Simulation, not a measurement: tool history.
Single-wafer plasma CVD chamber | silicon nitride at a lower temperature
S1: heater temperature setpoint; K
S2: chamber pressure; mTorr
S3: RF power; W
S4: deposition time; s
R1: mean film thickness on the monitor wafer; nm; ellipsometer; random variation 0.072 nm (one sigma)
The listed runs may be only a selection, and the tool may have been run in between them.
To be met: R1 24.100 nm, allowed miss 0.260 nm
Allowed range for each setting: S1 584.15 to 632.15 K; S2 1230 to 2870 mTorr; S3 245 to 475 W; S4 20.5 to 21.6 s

| run | hour | S1 | S2 | S3 | S4 | R1 |
|---|---|---|---|---|---|---|
| 1 | 0.0 | 608.15 | 2050 | 360 | 21.6 | 30.837 |
| 2 | 2.0 | 608.15 | 1820 | 360 | 21.6 | 29.478 |
| 3 | 6.9 | 608.15 | 1650 | 345 | 21.6 | 27.703 |
| 4 | 12.8 | 608.15 | 1650 | 325 | 21.6 | 26.846 |
| 5 | 17.8 | 608.15 | 1530 | 320 | 21.6 | 25.748 |
| 6 | 21.9 | 608.15 | 1440 | 320 | 21.6 | 25.140 |
| 7 | 26.3 | 608.15 | 1380 | 320 | 21.6 | 24.559 |
| 8 | 31.3 | 608.15 | 1360 | 320 | 21.6 | 24.509 |

Which of these 4 next moves meets every target?
| A | 36.3 | 611.15 | 1270 | 345 | 21.6 | ? |
| B | 36.3 | 601.15 | 1240 | 380 | 20.7 | ? |
| C | 36.3 | 614.15 | 1780 | 305 | 20.5 | ? |
| D | 36.3 | 607.15 | 1460 | 295 | 21.6 | ? |

| move | R1 |
|---|---|
| A | 24.617 |
| B | 24.658 |
| C | 25.300 |
| D | 24.161 |
A: the biggest miss grows against the last run
B: the biggest miss grows against the last run
C: the biggest miss grows against the last run
D: every result within its allowed miss
Answer: D
